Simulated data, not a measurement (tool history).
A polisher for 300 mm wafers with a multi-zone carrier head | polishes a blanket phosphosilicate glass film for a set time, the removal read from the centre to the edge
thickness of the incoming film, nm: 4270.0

run	day	flow of slurry (ml/min)	pressure of the head's centre zone	pressure of the head's middle zone	pressure of the head's edge zone	abrasive content of the slurry	polishing time (s)	film removed at the wafer's centre (angstrom)	film removed at mid-radius (angstrom)	film removed at the wafer's edge (angstrom)
1	0	195	1	1	1	1	48	3118	3088.6	3210.2
2	0.025	155	1	1	1	1	48	2803.3	2886	3065.2
3	0.371	130	1	1	1	1	48	2617.5	2650.6	2917
4	0.488	135	1	1.03	0.96	1	48	2694.9	2762.8	2915.3
5	0.575	170	1	1.03	0.96	1	48	2928.9	2981.3	3114.9
6	0.817	175	0.99	1.07	0.93	0.9	48	2742.5	2904.4	2862.1
7	1.017	175	0.99	1.09	0.91	0.9	48	2803.5	2895.5	2778.3
8	1.317	170	0.98	1.11	0.9	0.9	48	2682.1	2907.3	2765
9	1.496	170	0.98	1.13	0.89	0.9	48	2668.1	2954.7	2763.5
10	1.575	165	0.98	1.14	0.87	0.9	48	2602	2964.4	2740.3
11	1.638	165	0.98	1.15	0.86	0.9	48	2676.8	2974.8	2714.6

Estimate the outcome of run 12 from the log above:
12	1.8	160	0.98	1.16	0.85	0.9	48	?	?	?

film removed at the wafer's centre (angstrom): 2657.3
film removed at mid-radius (angstrom): 2948
film removed at the wafer's edge (angstrom): 2656.5
